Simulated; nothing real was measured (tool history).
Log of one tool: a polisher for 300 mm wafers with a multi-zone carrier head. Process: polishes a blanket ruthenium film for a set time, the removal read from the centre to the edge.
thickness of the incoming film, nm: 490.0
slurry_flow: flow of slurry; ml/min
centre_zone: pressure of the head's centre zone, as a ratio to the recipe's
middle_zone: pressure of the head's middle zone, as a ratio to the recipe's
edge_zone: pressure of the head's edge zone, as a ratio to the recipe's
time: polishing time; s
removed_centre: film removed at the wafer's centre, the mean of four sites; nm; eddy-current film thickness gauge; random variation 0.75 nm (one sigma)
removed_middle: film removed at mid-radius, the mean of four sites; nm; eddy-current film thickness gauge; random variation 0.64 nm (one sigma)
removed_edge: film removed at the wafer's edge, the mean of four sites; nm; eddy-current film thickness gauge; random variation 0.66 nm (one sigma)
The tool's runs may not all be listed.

run,hour,slurry_flow,centre_zone,middle_zone,edge_zone,time,removed_centre,removed_middle,removed_edge
1,0.0,230,1.00,1.00,1.00,72,89.164,89.653,90.395
2,8.8,270,1.00,1.00,1.00,72,90.820,94.841,91.280
3,10.5,250,1.02,0.94,0.97,61,78.520,74.907,76.929
4,18.2,250,1.09,0.94,0.97,61,84.243,73.946,76.745
5,19.0,250,1.09,0.94,0.97,76,106.860,91.174,93.434
6,23.1,250,1.09,1.00,0.97,76,105.590,96.176,95.364
7,29.4,230,1.08,0.94,0.95,64,86.762,78.310,77.939

Run 8 comes next. What will it give?
8,30.2,230,1.09,0.90,0.96,55,?,?,?

{"run 8": {"removed_centre": 75.892, "removed_middle": 62.851, "removed_edge": 67.183}}
